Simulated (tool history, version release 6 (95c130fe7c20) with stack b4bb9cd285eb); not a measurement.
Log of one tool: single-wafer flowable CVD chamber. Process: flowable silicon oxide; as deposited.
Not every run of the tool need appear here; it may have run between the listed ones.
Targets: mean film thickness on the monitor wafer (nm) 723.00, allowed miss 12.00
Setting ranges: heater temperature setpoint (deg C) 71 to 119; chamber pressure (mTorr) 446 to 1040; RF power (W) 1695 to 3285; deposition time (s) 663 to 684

run,hour,heater temperature setpoint (deg C),chamber pressure (mTorr),RF power (W),deposition time (s),mean film thickness on the monitor wafer (nm)
1,0.0,95,743,2490,663,477.89
2,2.1,91,743,2490,663,553.13
3,3.0,91,743,2490,663,550.38
4,11.6,91,806,2490,663,593.36
5,13.6,89,806,2490,663,639.68
6,15.1,89,806,2490,684,657.23
7,20.7,89,806,2490,684,658.65
8,24.1,88,806,2490,684,685.01
9,32.3,87,806,2490,684,706.09

Which of these 5 next moves meets every target?
A,40.5,88,846,2450,665,?
B,40.5,91,899,2590,665,?
C,40.5,87,836,2390,663,?
D,40.5,89,870,2745,683,?
E,40.5,87,795,2585,684,?

move,mean film thickness on the monitor wafer (nm)
A,694.12
B,671.48
C,704.38
D,720.38
E,701.84
A: the biggest miss grows against the last run
B: the biggest miss grows against the last run
C: the biggest miss grows against the last run
D: each result inside its tolerance
E: the biggest miss grows against the last run
Move D is the one to make.
